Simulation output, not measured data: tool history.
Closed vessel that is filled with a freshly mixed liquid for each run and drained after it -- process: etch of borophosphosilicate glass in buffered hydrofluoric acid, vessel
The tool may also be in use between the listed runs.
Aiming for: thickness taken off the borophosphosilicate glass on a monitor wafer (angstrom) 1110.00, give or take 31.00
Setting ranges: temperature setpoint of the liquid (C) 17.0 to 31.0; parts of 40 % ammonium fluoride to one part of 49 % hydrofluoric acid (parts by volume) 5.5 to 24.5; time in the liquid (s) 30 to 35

| run | hour | temperature setpoint of the liquid (C) | parts of 40 % ammonium fluoride to one part of 49 % hydrofluoric acid (parts by volume) | time in the liquid (s) | thickness taken off the borophosphosilicate glass on a monitor wafer (angstrom) |
|---|---|---|---|---|---|
| 1 | 0.0 | 23.0 | 15.0 | 35 | 462.81 |
| 2 | 6.5 | 25.5 | 13.0 | 35 | 613.16 |
| 3 | 10.9 | 25.5 | 15.5 | 35 | 511.41 |
| 4 | 15.0 | 28.5 | 15.5 | 35 | 600.83 |
| 5 | 22.7 | 28.5 | 15.5 | 30 | 511.63 |
| 6 | 24.7 | 28.5 | 15.5 | 35 | 598.22 |
| 7 | 30.7 | 29.0 | 13.5 | 35 | 704.94 |
| 8 | 33.5 | 29.5 | 12.0 | 35 | 811.21 |
| 9 | 40.0 | 30.0 | 11.0 | 35 | 906.96 |
| 10 | 43.3 | 31.0 | 8.5 | 35 | 1195.50 |

Below are 5 possible settings for the next run. Only one of them brings all results inside the allowed miss of their targets. Which is it?
| A | 46.6 | 30.5 | 6.5 | 30 | ? |
| B | 46.6 | 31.0 | 8.0 | 35 | ? |
| C | 46.6 | 30.5 | 7.0 | 30 | ? |
| D | 46.6 | 30.0 | 7.5 | 30 | ? |
| E | 46.6 | 28.5 | 7.0 | 35 | ? |

| move | thickness taken off the borophosphosilicate glass on a monitor wafer (angstrom) |
|---|---|
| A | 1312.50 |
| B | 1272.60 |
| C | 1229.60 |
| D | 1111.40 |
| E | 1293.00 |
A: lands further from the targets than the last run did
B: lands further from the targets than the last run did
C: lands further from the targets than the last run did
D: in spec on every target
E: lands further from the targets than the last run did
Go with D: it meets all targets.
